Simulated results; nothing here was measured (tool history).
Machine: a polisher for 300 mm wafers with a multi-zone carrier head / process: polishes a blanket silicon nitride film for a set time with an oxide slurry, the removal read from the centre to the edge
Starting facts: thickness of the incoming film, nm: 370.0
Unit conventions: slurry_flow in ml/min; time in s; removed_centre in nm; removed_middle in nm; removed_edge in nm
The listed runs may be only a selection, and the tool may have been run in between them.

{"run": 1, "day": 0.0, "slurry_flow": 195, "centre_zone": 1.0, "middle_zone": 1.0, "edge_zone": 1.0, "slurry_solids": 1.0, "time": 82, "removed_centre": 54.899, "removed_middle": 51.963, "removed_edge": 50.854}
{"run": 2, "day": 0.167, "slurry_flow": 195, "centre_zone": 0.95, "middle_zone": 1.0, "edge_zone": 1.0, "slurry_solids": 1.0, "time": 82, "removed_centre": 52.758, "removed_middle": 52.992, "removed_edge": 51.275}
{"run": 3, "day": 0.512, "slurry_flow": 195, "centre_zone": 0.95, "middle_zone": 1.0, "edge_zone": 0.99, "slurry_solids": 0.95, "time": 82, "removed_centre": 52.379, "removed_middle": 51.878, "removed_edge": 49.677}
{"run": 4, "day": 0.579, "slurry_flow": 195, "centre_zone": 0.95, "middle_zone": 1.0, "edge_zone": 1.05, "slurry_solids": 0.95, "time": 82, "removed_centre": 51.796, "removed_middle": 52.804, "removed_edge": 51.685}
{"run": 5, "day": 0.888, "slurry_flow": 195, "centre_zone": 0.95, "middle_zone": 1.07, "edge_zone": 1.05, "slurry_solids": 0.95, "time": 82, "removed_centre": 50.587, "removed_middle": 54.204, "removed_edge": 52.91}
{"run": 6, "day": 1.142, "slurry_flow": 195, "centre_zone": 0.95, "middle_zone": 1.07, "edge_zone": 1.05, "slurry_solids": 0.95, "time": 95, "removed_centre": 59.17, "removed_middle": 63.957, "removed_edge": 58.459}
{"run": 7, "day": 1.4, "slurry_flow": 190, "centre_zone": 0.95, "middle_zone": 1.06, "edge_zone": 1.04, "slurry_solids": 0.9, "time": 94, "removed_centre": 57.736, "removed_middle": 60.537, "removed_edge": 56.867}
{"run": 8, "day": 1.442, "slurry_flow": 185, "centre_zone": 0.94, "middle_zone": 1.06, "edge_zone": 1.03, "slurry_solids": 0.85, "time": 93, "removed_centre": 54.638, "removed_middle": 60.487, "removed_edge": 54.978}
{"run": 9, "day": 1.604, "slurry_flow": 185, "centre_zone": 0.94, "middle_zone": 1.05, "edge_zone": 1.03, "slurry_solids": 0.8, "time": 91, "removed_centre": 51.295, "removed_middle": 55.065, "removed_edge": 53.034}

Predict the results of run 10:
{"run": 10, "day": 1.954, "slurry_flow": 185, "centre_zone": 0.94, "middle_zone": 1.05, "edge_zone": 1.01, "slurry_solids": 0.75, "time": 91, "removed_centre": "?", "removed_middle": "?", "removed_edge": "?"}

removed_centre: 50.233 nm
removed_middle: 54.068 nm
removed_edge: 50.580 nm
